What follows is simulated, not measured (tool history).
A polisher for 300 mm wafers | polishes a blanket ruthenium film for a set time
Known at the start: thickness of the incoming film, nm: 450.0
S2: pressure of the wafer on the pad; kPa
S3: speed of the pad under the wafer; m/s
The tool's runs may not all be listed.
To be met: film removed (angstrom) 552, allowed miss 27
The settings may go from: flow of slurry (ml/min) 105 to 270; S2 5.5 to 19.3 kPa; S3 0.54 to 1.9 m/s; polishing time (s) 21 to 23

run 1 hour=0 | flow_of_slurry_(ml/min)=175 S2=12.4 S3=1.22 polishing_time_(s)=23 | film_removed_(angstrom)=317.75
run 2 hour=1.6 | flow_of_slurry_(ml/min)=175 S2=12.4 S3=1.22 polishing_time_(s)=21 | film_removed_(angstrom)=283.98
run 3 hour=4.4 | flow_of_slurry_(ml/min)=175 S2=14.5 S3=1.26 polishing_time_(s)=21 | film_removed_(angstrom)=339.21
run 4 hour=13.2 | flow_of_slurry_(ml/min)=155 S2=14.5 S3=1.26 polishing_time_(s)=21 | film_removed_(angstrom)=336.91
run 5 hour=16.3 | flow_of_slurry_(ml/min)=135 S2=14.5 S3=1.26 polishing_time_(s)=21 | film_removed_(angstrom)=317.85
run 6 hour=20.3 | flow_of_slurry_(ml/min)=135 S2=14.5 S3=1.26 polishing_time_(s)=23 | film_removed_(angstrom)=352.13
run 7 hour=28.4 | flow_of_slurry_(ml/min)=140 S2=15.9 S3=1.3 polishing_time_(s)=23 | film_removed_(angstrom)=393.31
run 8 hour=37.4 | flow_of_slurry_(ml/min)=150 S2=17.2 S3=1.34 polishing_time_(s)=23 | film_removed_(angstrom)=464
run 9 hour=45.3 | flow_of_slurry_(ml/min)=160 S2=17.9 S3=1.34 polishing_time_(s)=23 | film_removed_(angstrom)=468.52
run 10 hour=53.1 | flow_of_slurry_(ml/min)=160 S2=18.6 S3=1.38 polishing_time_(s)=23 | film_removed_(angstrom)=502.99
run 11 hour=61.1 | flow_of_slurry_(ml/min)=160 S2=18.6 S3=1.4 polishing_time_(s)=23 | film_removed_(angstrom)=512.94

Which of these 4 next moves meets every target?
run A hour=69.1 | flow_of_slurry_(ml/min)=220 S2=16.5 S3=1.74 polishing_time_(s)=23 | film_removed_(angstrom)=?
run B hour=69.1 | flow_of_slurry_(ml/min)=180 S2=15.2 S3=1.76 polishing_time_(s)=23 | film_removed_(angstrom)=?
run C hour=69.1 | flow_of_slurry_(ml/min)=190 S2=19.3 S3=1.66 polishing_time_(s)=23 | film_removed_(angstrom)=?
run D hour=69.1 | flow_of_slurry_(ml/min)=225 S2=19.3 S3=1.62 polishing_time_(s)=22 | film_removed_(angstrom)=?

move=A film_removed_(angstrom)=598.24
move=B film_removed_(angstrom)=539.98
move=C film_removed_(angstrom)=651.01
move=D film_removed_(angstrom)=622.28
A: takes the result that was furthest off past its target
B: meets every target
C: takes the result that was furthest off past its target
D: takes the result that was furthest off past its target
Move B is the one to make.

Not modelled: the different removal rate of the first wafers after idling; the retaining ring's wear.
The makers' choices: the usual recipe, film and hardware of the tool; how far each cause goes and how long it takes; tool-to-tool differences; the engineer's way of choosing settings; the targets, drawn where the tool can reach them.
